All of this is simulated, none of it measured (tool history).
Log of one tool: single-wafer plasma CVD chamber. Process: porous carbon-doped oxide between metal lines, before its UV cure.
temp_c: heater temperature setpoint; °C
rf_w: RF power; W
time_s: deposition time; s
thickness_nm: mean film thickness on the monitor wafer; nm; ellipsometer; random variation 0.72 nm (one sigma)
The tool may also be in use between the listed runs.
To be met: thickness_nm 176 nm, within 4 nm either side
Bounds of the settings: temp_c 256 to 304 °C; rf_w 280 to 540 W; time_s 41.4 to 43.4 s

run,day,temp_c,rf_w,time_s,thickness_nm
1,0,280,410,43.4,222.45
2,0.312,286,410,43.4,216.25
3,0.504,286,445,43.4,226.29
4,0.558,288,430,43.2,217.82
5,0.933,288,460,43.2,227.37
6,1.15,290,440,43,216.93
7,1.221,292,425,42.8,207.73
8,1.412,303,360,42.2,171.14
# day 1.483: RF generator calibrated
9,1.483,299,365,42.2,186.32
10,1.646,300,360,42.1,184.34
11,1.779,301,355,42,180

Which one of the following 4 next-run settings gets every result inside its allowed miss? There is exactly one.
A,1.912,297,360,42.7,?
B,1.912,303,350,41.4,?
C,1.912,300,370,41.4,?
D,1.912,300,385,41.4,?

move,thickness_nm
A,190.42
B,174.79
C,184.99
D,190.24
A: the biggest miss grows against the last run
B: hits every target within its allowed miss
C: the biggest miss grows against the last run
D: the biggest miss grows against the last run
Move B is the one to make.

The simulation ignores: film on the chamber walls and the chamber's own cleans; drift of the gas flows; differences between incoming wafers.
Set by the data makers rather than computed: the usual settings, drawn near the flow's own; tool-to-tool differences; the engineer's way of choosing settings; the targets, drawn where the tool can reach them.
